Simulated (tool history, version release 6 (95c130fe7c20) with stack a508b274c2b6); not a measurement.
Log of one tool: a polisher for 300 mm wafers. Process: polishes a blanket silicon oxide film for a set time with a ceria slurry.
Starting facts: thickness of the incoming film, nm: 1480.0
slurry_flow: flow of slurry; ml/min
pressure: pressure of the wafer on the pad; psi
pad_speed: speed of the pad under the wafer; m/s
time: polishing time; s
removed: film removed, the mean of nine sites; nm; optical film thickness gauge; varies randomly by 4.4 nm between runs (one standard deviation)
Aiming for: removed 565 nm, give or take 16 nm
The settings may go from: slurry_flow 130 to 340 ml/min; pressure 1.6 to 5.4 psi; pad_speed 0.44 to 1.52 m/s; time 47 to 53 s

| run | hour | slurry_flow | pressure | pad_speed | time | removed |
|---|---|---|---|---|---|---|
| 1 | 0 | 220 | 3.5 | 0.98 | 53 | 297.19 |
| 2 | 2.3 | 220 | 4.3 | 0.98 | 53 | 352.42 |
| 3 | 10.3 | 225 | 4.6 | 1.04 | 53 | 405.31 |
| 4 | 18.2 | 225 | 5.1 | 1.04 | 53 | 438.93 |
| 5 | 23.6 | 225 | 5.1 | 1.04 | 47 | 384.12 |
| 6 | 26 | 225 | 5.1 | 1.22 | 47 | 455.19 |
| 7 | 33.4 | 230 | 5.2 | 1.28 | 47 | 478.47 |
| 8 | 42.2 | 230 | 5.3 | 1.34 | 47 | 519.86 |
| 9 | 49.5 | 230 | 5.3 | 1.36 | 47 | 526.71 |
| 10 | 53.1 | 230 | 5.3 | 1.38 | 47 | 530.62 |
| 11 | 61.3 | 230 | 5.3 | 1.4 | 47 | 533.8 |
| 12 | 63.6 | 230 | 5.3 | 1.42 | 47 | 548.26 |

4 next moves are on the table. One of them brings every result within its allowed miss. Which?
| A | 65.9 | 195 | 4.9 | 1.46 | 48 | ? |
| B | 65.9 | 215 | 5.1 | 1.38 | 47 | ? |
| C | 65.9 | 305 | 5.4 | 1.42 | 47 | ? |
| D | 65.9 | 245 | 4.9 | 1.44 | 49 | ? |

| move | removed |
|---|---|
| A | 528.39 |
| B | 513.31 |
| C | 574.78 |
| D | 544.96 |
A: lands further from the targets than the last run did
B: lands further from the targets than the last run did
C: all results land within tolerance of their targets
D: lands further from the targets than the last run did
So the answer is move C, the one that meets all the targets.

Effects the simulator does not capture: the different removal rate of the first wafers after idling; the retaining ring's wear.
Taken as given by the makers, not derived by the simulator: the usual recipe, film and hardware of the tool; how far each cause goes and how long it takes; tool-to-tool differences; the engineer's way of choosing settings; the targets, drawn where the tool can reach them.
